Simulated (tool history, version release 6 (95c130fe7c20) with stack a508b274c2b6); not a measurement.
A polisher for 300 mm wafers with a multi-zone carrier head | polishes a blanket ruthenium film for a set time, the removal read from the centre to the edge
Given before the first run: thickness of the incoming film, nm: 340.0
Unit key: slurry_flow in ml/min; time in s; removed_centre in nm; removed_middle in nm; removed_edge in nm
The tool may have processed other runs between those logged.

run 1 hour=0 | slurry_flow=150 centre_zone=1 middle_zone=1 edge_zone=1 time=69 | removed_centre=97.097 removed_middle=97.696 removed_edge=96.569
run 2 hour=6.5 | slurry_flow=140 centre_zone=1.02 middle_zone=0.98 edge_zone=1.01 time=69 | removed_centre=99.365 removed_middle=94.809 removed_edge=99.033
run 3 hour=10.7 | slurry_flow=140 centre_zone=1.02 middle_zone=1.06 edge_zone=1.01 time=69 | removed_centre=99.547 removed_middle=101.46 removed_edge=96.691
run 4 hour=13.1 | slurry_flow=130 centre_zone=1.04 middle_zone=1.03 edge_zone=1.01 time=69 | removed_centre=99.846 removed_middle=97.942 removed_edge=98.55
run 5 hour=19.1 | slurry_flow=130 centre_zone=1.04 middle_zone=1.03 edge_zone=1.01 time=79 | removed_centre=114.26 removed_middle=111.01 removed_edge=111.72
run 6 hour=27.6 | slurry_flow=130 centre_zone=0.97 middle_zone=1.03 edge_zone=1.01 time=79 | removed_centre=107.68 removed_middle=113.13 removed_edge=115.13
run 7 hour=33.1 | slurry_flow=130 centre_zone=0.99 middle_zone=0.99 edge_zone=0.99 time=77 | removed_centre=108.08 removed_middle=105.41 removed_edge=108.29
run 8 hour=36.3 | slurry_flow=125 centre_zone=0.99 middle_zone=0.96 edge_zone=0.98 time=76 | removed_centre=101.24 removed_middle=100.81 removed_edge=109.41

Run 9 has not been measured yet. What should we expect?
run 9 hour=38.6 | slurry_flow=130 centre_zone=1.02 middle_zone=0.94 edge_zone=0.96 time=75 | removed_centre=? removed_middle=? removed_edge=?

Run 9 gave removed_centre 105.06 nm, removed_middle 97.486 nm, removed_edge 104.35 nm.
